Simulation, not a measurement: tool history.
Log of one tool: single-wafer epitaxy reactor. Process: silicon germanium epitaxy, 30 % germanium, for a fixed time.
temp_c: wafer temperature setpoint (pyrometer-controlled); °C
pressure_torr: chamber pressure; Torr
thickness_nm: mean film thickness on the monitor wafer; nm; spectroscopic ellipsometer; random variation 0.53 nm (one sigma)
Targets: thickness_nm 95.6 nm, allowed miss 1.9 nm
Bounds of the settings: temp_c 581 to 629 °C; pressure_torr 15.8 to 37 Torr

run,hour,temp_c,pressure_torr,thickness_nm
1,0,605,26.4,66.734
2,1.3,601,26.4,61.649
3,6.1,606,26.5,68.436
4,9.3,610,26.6,73.45
# hour 15.8: pyrometer calibrated
5,15.8,613,26.7,83.491
6,22.6,604,26.7,70.265
7,25.9,608,26.8,76.444
8,33.8,610,26.8,79.159
9,35.8,612,26.8,81.34
10,43.2,613,26.8,83.904
11,51,614,26.8,83.584
12,57.8,615,26.8,85.606
13,66.8,616,26.8,86.851
14,73.4,617,26.8,90.066
15,74.7,618,26.8,91.501
16,80.4,618,26.8,90.789

5 next moves are on the table. One of them brings every result within its allowed miss. Which?
A,86.1,616,26.8,?
B,86.1,624,24.5,?
C,86.1,617,24.3,?
D,86.1,617,25.5,?
E,86.1,612,29.8,?

move,thickness_nm
A,87.389
B,95.092
C,83.771
D,86.308
E,86.618
A: further off than the last run
B: meets every target
C: further off than the last run
D: further off than the last run
E: further off than the last run
Move B is the one to make.

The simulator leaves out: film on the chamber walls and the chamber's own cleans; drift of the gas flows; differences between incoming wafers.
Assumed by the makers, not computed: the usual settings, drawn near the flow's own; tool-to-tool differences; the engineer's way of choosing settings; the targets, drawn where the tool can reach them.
